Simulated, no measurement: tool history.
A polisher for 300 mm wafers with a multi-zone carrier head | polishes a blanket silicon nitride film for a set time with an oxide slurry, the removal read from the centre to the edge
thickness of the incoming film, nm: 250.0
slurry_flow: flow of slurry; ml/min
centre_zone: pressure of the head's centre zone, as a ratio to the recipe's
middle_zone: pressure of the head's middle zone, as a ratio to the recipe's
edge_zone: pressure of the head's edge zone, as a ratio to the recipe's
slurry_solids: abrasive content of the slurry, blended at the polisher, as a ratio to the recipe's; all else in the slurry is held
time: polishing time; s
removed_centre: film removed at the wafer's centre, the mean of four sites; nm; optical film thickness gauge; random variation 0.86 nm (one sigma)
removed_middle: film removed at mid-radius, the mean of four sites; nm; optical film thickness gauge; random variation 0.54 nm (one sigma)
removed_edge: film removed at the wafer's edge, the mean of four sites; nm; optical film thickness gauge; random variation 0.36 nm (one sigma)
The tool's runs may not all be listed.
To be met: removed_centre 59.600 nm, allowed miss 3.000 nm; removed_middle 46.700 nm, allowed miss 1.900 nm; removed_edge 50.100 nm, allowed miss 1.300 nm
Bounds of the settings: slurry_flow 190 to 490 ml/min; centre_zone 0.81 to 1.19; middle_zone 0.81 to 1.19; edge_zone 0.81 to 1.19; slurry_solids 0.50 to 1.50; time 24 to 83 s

run,hour,slurry_flow,centre_zone,middle_zone,edge_zone,slurry_solids,time,removed_centre,removed_middle,removed_edge
1,0.0,315,1.00,1.00,1.00,1.00,53,38.706,37.886,37.770
2,2.2,315,1.00,1.00,0.93,1.00,53,38.629,37.647,36.426
3,8.0,315,0.93,1.00,0.93,1.00,53,35.711,37.944,36.653
4,15.8,315,0.89,1.00,0.93,1.00,53,34.517,37.691,36.827
5,20.3,315,0.89,1.04,0.93,1.00,53,33.873,38.739,36.581
6,21.7,320,0.94,1.02,0.96,1.10,53,36.762,38.331,38.321
7,27.4,355,1.04,1.06,1.04,1.35,59,48.541,48.601,47.159
8,29.4,355,1.07,1.04,1.05,1.35,59,49.912,48.202,47.084

Which of these 4 next moves meets every target?
A,31.4,280,1.15,0.91,0.97,1.50,64,?,?,?
B,31.4,335,1.08,1.03,0.94,1.30,67,?,?,?
C,31.4,360,1.02,1.07,1.08,1.25,56,?,?,?
D,31.4,345,1.11,1.03,0.94,1.35,61,?,?,?

move,removed_centre,removed_middle,removed_edge
A,59.590,46.537,49.497
B,57.504,52.953,49.774
C,45.212,45.516,43.871
D,54.559,48.852,45.897
A: meets every target
B: brings the result that was furthest off to its target, and leaves another outside
C: further off than the last run
D: as far off as the last run
The right move is A.
